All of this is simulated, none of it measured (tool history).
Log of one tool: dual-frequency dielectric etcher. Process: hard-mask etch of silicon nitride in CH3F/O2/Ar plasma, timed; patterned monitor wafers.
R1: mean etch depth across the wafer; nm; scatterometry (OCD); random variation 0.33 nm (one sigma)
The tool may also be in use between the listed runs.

{"run": 1, "hour": 0.0, "source power (kW)": 0.47, "bias power (kW)": 0.063, "etch time (s)": 138.5, "R1": 94.556}
{"run": 2, "hour": 1.8, "source power (kW)": 0.47, "bias power (kW)": 0.069, "etch time (s)": 138.5, "R1": 99.58}
{"run": 3, "hour": 10.8, "source power (kW)": 0.47, "bias power (kW)": 0.061, "etch time (s)": 138.5, "R1": 93.258}
{"run": 4, "hour": 17.1, "source power (kW)": 0.45, "bias power (kW)": 0.061, "etch time (s)": 138.5, "R1": 91.649}
{"run": 5, "hour": 18.2, "source power (kW)": 0.44, "bias power (kW)": 0.061, "etch time (s)": 138.5, "R1": 91.11}
{"run": 6, "hour": 26.4, "source power (kW)": 0.49, "bias power (kW)": 0.061, "etch time (s)": 138.5, "R1": 94.309}

Expected results for the next run?
{"run": 7, "hour": 29.6, "source power (kW)": 0.47, "bias power (kW)": 0.061, "etch time (s)": 138.5, "R1": "?"}

{"run 7": {"R1": 92.919}}
